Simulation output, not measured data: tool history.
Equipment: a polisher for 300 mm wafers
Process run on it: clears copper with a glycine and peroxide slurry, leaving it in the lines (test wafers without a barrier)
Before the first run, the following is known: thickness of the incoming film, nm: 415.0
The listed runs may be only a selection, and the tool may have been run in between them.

run  hour  flow of slurry (ml/min)  pressure of the wafer on the pad (kPa)  speed of the pad under the wafer (m/s)  overpolish time after the end point (s)  time until the end point was called (s)  dishing of a wide line in a test structure (angstrom)
  1   0.0                      135                                    22.1                                    0.90                                       28                                   61.214                                                 209.41
  2   4.1                      135                                    26.9                                    0.90                                       28                                   52.690                                                 213.33
  3   9.5                      165                                    26.9                                    0.90                                       28                                   49.350                                                 214.54
  4  15.5                      165                                    26.9                                    0.90                                       19                                   51.371                                                 213.82
  5  20.5                      175                                    24.8                                    0.78                                       19                                   55.618                                                 215.52
  6  28.7                      170                                    21.4                                    0.70                                       23                                   65.262                                                 213.73
  7  30.8                      160                                    20.0                                    0.64                                       20                                   71.439                                                 215.33
  8  37.8                      150                                    18.6                                    0.58                                       17                                   82.028                                                 213.15
  9  41.8                      155                                    16.5                                    0.54                                       24                                   86.566                                                 224.12
 10  46.8                      155                                    15.2                                    0.52                                       25                                   91.702                                                 227.70
 11  53.0                      155                                    14.5                                    0.50                                       26                                   96.639                                                 225.86
 12  59.2                      165                                    13.1                                    0.40                                       17                                  106.690                                                 208.84
 13  59.8                      160                                    13.1                                    0.40                                       20                                  105.590                                                 218.46
 14  62.3                      155                                    13.1                                    0.40                                       22                                  111.130                                                 223.39

Run 15 is up next; what results do you expect?
 15  67.8                      140                                    17.2                                    0.40                                       36                                        ?                                                      ?

time until the end point was called (s): 95.682
dishing of a wide line in a test structure (angstrom): 233.32
